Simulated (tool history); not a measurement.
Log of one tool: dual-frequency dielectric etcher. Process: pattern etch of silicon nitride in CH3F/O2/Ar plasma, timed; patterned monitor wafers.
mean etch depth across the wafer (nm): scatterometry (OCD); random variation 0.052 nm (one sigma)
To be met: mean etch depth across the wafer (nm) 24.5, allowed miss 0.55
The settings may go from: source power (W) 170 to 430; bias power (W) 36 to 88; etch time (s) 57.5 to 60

run  hour  source power (W)  bias power (W)  etch time (s)  mean etch depth across the wafer (nm)
  1     0               300              62           57.5                                 32.015
  2   8.2               280              60           57.5                                 30.711
  3  16.3               280              60           57.5                                 30.688
  4  16.9               280              54           57.5                                 29.227
  5  24.2               270              53           57.5                                 28.577
  6  26.6               270              46           57.5                                 26.771
  7  27.2               260              46           57.5                                 26.315
  8  33.7               260              46           57.5                                 26.344
  9  36.4               250              46           57.5                                 25.785
 10  38.5               250              46           57.5                                 25.839

Which of these 5 next moves meets every target?
  A  40.6               280              36             58                                      ?
  B  40.6               240              46             59                                      ?
  C  40.6               230              46             59                                      ?
  D  40.6               220              51             58                                      ?
  E  40.6               270              43           57.5                                      ?

move  mean etch depth across the wafer (nm)
   A                                 24.385
   B                                 26.211
   C                                 25.762
   D                                  26.14
   E                                 25.946
A: meets every target
B: further off than the last run
C: nearer than the last run, and not there yet
D: further off than the last run
E: further off than the last run
Move A is the one to make.
